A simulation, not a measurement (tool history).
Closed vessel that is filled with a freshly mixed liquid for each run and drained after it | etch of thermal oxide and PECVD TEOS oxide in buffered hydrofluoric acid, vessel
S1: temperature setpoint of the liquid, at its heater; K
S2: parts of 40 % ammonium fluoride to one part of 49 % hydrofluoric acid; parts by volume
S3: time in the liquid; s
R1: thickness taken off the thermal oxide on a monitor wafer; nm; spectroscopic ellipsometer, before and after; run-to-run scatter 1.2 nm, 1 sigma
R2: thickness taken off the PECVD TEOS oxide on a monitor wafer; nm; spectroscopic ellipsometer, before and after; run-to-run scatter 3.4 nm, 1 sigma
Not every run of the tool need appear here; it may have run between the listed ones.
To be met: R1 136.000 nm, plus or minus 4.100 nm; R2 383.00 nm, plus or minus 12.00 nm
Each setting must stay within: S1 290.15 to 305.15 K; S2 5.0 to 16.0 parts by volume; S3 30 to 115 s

run    day      S1   S2  S3       R1      R2
  1  0.000  298.15  9.5  60   69.638  198.36
  2  0.312  298.15  9.5  50   57.422  164.12
  3  0.454  298.65  9.0  50   62.242  174.09
  4  0.538  299.15  8.5  50   68.346  191.78
  5  0.883  299.65  8.0  50   74.502  207.75
  6  1.121  300.15  7.5  50   81.274  230.06
  7  1.233  300.65  7.5  50   83.972  237.61
  8  1.450  301.15  7.5  50   86.539  241.22
  9  1.508  301.65  7.5  50   88.157  250.15
 10  1.617  301.65  7.5  50   89.203  247.82
 11  1.696  301.65  7.5  50   87.829  249.31
 12  1.808  302.15  7.5  50   90.613  253.44
 13  1.854  302.65  7.5  50   91.659  261.55
 14  1.975  304.15  6.0  50  123.980  348.86
 15  2.021  304.65  6.0  50  126.050  354.45
 16  2.171  305.15  6.0  50  130.360  363.96
 17  2.283  305.15  5.5  50  141.830  398.84

Exactly one of the 4 candidate moves below puts every result within its allowed miss. Which one?
  A  2.396  301.15  5.0  50   ?   ?
  B  2.396  304.65  5.5  55   ?   ?
  C  2.396  305.15  5.0  45   ?   ?
  D  2.396  304.65  6.5  60   ?   ?

move       R1      R2
   A  120.960  349.63
   B  147.480  426.28
   C  134.180  387.83
   D  139.510  403.23
A: takes the biggest miss from the last run beyond its target
B: further off than the last run
C: in spec on every target
D: gets the furthest-off result to its target, but another result is out of tolerance
The move that meets every target is C.
